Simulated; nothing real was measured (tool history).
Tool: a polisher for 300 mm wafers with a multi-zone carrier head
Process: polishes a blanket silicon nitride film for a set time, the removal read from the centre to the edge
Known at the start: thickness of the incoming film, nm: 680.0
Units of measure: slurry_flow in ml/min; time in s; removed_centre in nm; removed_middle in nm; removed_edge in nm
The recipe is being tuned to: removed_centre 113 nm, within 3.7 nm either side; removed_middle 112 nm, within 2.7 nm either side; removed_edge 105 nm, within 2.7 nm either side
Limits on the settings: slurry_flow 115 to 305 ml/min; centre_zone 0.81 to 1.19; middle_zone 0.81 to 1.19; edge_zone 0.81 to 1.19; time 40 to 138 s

run,day,slurry_flow,centre_zone,middle_zone,edge_zone,time,removed_centre,removed_middle,removed_edge
1,0,195,1,1,1,88,157.37,159.72,161.8
2,0.225,195,1,1,0.96,80,141.71,145.56,142.53
3,0.525,190,1,0.99,0.92,76,137.49,134.85,134.22
4,0.846,190,1,0.99,0.92,54,96.584,96.001,95.177
5,1.038,190,1.04,0.99,0.92,54,101.96,96.746,94.337
6,1.383,220,1.04,0.99,0.92,54,101.25,98.023,95.451
7,1.658,220,1.05,1.01,0.94,55,105.18,100.3,97.909
8,1.717,225,1.06,1.03,0.96,56,108.96,103.96,100.6
9,2.088,230,1.06,1.05,0.97,56,109.32,106.07,102.79
10,2.333,235,1.06,1.06,0.97,56,110.22,105.88,103.15
11,2.696,235,1.06,1.06,0.97,56,107.93,107.44,102.92

Which single option among these 4 for the next run brings every result within its allowed miss of target? Just one does.
A,3.058,210,1.1,1.14,1.01,57,?,?,?
B,3.058,255,0.96,1.12,0.99,58,?,?,?
C,3.058,195,1,0.99,0.92,57,?,?,?
D,3.058,215,1.04,0.98,1.06,55,?,?,?

move,removed_centre,removed_middle,removed_edge
A,113.57,111.65,105.04
B,102.9,114.71,107.4
C,102.21,102.44,100.04
D,103.77,99.265,104.12
A: every result lands within tolerance
B: moves the result that the last run missed by most past its target, out the other side
C: further off than the last run
D: further off than the last run
Go with A: it meets all targets.
